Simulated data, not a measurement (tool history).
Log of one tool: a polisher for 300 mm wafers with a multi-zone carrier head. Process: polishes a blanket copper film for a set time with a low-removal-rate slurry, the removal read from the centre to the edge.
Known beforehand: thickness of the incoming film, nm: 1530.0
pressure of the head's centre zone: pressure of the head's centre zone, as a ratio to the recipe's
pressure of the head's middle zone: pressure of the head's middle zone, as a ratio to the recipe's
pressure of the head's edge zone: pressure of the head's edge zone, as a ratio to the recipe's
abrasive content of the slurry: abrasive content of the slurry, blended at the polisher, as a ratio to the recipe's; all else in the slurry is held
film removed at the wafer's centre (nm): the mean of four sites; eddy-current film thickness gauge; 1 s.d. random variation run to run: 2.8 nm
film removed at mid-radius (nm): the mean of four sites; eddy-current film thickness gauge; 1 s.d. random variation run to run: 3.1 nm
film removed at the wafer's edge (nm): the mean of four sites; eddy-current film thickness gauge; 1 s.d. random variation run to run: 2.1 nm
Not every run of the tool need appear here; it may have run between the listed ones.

run,day,flow of slurry (ml/min),pressure of the head's centre zone,pressure of the head's middle zone,pressure of the head's edge zone,abrasive content of the slurry,polishing time (s),film removed at the wafer's centre (nm),film removed at mid-radius (nm),film removed at the wafer's edge (nm)
1,0,155,1,1,1,1,58,159.56,169.4,163.28
2,0.112,155,1,0.94,1,1,58,154.3,154.51,163.67
3,0.475,155,0.93,0.94,1,1,58,150.2,157.12,164.77
4,0.7,155,0.9,0.94,1,1,58,144.46,159.45,169.01
5,1.025,170,0.97,0.96,1.02,1.15,60,166.88,166.37,181.47
6,1.25,170,0.97,0.96,1.02,1.2,60,171.13,174.38,177.15
7,1.45,185,1.01,0.98,1.04,1.3,61,184.52,184.99,191.27
8,1.562,185,1.01,0.98,1.04,1.3,61,179.61,188.12,187.63
9,1.842,190,1.06,0.97,1.03,1.35,63,203.71,192.79,193.71

Estimate the outcome of run 10 from the log above:
10,2.067,195,1.08,0.98,1.04,1.4,63,?,?,?

film removed at the wafer's centre (nm): 210.57
film removed at mid-radius (nm): 198.21
film removed at the wafer's edge (nm): 202.24

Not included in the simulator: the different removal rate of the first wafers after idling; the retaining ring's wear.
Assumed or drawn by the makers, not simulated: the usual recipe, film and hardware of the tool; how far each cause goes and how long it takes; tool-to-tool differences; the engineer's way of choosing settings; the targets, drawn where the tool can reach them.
